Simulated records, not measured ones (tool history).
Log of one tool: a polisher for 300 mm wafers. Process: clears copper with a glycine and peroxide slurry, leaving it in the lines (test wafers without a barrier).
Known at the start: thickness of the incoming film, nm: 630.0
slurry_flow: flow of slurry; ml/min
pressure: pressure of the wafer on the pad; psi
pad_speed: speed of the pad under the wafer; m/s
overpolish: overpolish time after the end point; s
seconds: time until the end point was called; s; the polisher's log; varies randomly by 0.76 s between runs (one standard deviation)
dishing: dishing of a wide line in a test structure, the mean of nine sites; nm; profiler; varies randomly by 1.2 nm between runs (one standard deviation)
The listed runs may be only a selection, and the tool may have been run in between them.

run,hour,slurry_flow,pressure,pad_speed,overpolish,seconds,dishing
1,0,135,3.4,1.08,15,74.793,58.274
2,1.8,135,3.4,1.18,15,70.276,60.701
3,3.4,135,3.4,1.02,15,81.229,57.908
4,5.4,135,3.4,0.8,15,97.012,52.625
5,11.1,110,3.4,0.8,15,102.07,49.464
6,16,120,3.9,0.84,15,83.551,56.897
7,19.1,120,3.9,0.84,15,82.764,54.818
8,23.3,130,4.9,1.02,17,58.738,74.099

The next listed run, before its measurement:
9,25.6,135,5,1.04,17,?,?

Run 9 gave seconds 56.189 s, dishing 73.876 nm.
